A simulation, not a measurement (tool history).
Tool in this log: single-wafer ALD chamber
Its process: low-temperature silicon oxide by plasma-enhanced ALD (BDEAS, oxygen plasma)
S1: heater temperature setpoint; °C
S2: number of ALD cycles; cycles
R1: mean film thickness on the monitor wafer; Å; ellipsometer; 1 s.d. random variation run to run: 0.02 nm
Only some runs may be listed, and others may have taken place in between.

| run | hour | S1 | S2 | R1 |
|---|---|---|---|---|
| 1 | 0 | 115 | 42 | 57.185 |
| 2 | 5.4 | 116 | 38 | 52.04 |
| 3 | 11.1 | 125 | 38 | 51.175 |
| 4 | 18.4 | 133 | 38 | 49.754 |
| 5 | 21.6 | 129 | 38 | 50.448 |
| 6 | 22.3 | 130 | 36 | 47.601 |
| 7 | 25.4 | 131 | 35 | 45.995 |

The next listed run, before its measurement:
| 8 | 34.4 | 131 | 34 | ? |

{"run 8": {"R1": 45.141}}
